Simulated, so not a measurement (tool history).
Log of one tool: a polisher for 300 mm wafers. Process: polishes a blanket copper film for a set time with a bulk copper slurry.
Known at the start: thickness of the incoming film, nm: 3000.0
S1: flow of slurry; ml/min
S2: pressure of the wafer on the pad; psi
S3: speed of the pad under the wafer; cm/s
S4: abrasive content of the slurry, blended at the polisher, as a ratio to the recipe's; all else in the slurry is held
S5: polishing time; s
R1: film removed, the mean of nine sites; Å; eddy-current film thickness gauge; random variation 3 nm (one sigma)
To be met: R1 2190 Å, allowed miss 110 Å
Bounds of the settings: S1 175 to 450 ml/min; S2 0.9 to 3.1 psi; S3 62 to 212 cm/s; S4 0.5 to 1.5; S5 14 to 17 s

{"run": 1, "hour": 0.0, "S1": 290, "S2": 2, "S3": 136, "S4": 1, "S5": 17, "R1": 1192.3}
{"run": 2, "hour": 8.5, "S1": 290, "S2": 2.3, "S3": 140, "S4": 1, "S5": 17, "R1": 1407.8}
{"run": 3, "hour": 17.1, "S1": 290, "S2": 1.9, "S3": 140, "S4": 1, "S5": 17, "R1": 1165.4}
{"run": 4, "hour": 19.1, "S1": 290, "S2": 2.2, "S3": 144, "S4": 1, "S5": 17, "R1": 1386.5}
{"run": 5, "hour": 21.4, "S1": 290, "S2": 2.2, "S3": 144, "S4": 1.15, "S5": 17, "R1": 1423.9}
{"run": 6, "hour": 22.5, "S1": 290, "S2": 2.4, "S3": 146, "S4": 1.15, "S5": 17, "R1": 1617.4}
{"run": 7, "hour": 30.6, "S1": 290, "S2": 3, "S3": 150, "S4": 1.15, "S5": 17, "R1": 2013}
{"run": 8, "hour": 32.0, "S1": 290, "S2": 3, "S3": 152, "S4": 1.15, "S5": 17, "R1": 2055.1}
{"run": 9, "hour": 34.8, "S1": 290, "S2": 3, "S3": 154, "S4": 1.15, "S5": 17, "R1": 2046.2}

Which of these 4 next moves meets every target?
{"run": "A", "hour": 37.6, "S1": 330, "S2": 2.7, "S3": 204, "S4": 0.8, "S5": 15, "R1": "?"}
{"run": "B", "hour": 37.6, "S1": 325, "S2": 2.4, "S3": 166, "S4": 1.35, "S5": 17, "R1": "?"}
{"run": "C", "hour": 37.6, "S1": 265, "S2": 3, "S3": 194, "S4": 1.2, "S5": 16, "R1": "?"}
{"run": "D", "hour": 37.6, "S1": 190, "S2": 3.1, "S3": 160, "S4": 1.2, "S5": 17, "R1": "?"}

move=A R1=1939.6
move=B R1=1862.4
move=C R1=2399.1
move=D R1=2142.9
A: further off than the last run
B: further off than the last run
C: takes the result that was furthest off past its target
D: meets every target
Answer: D
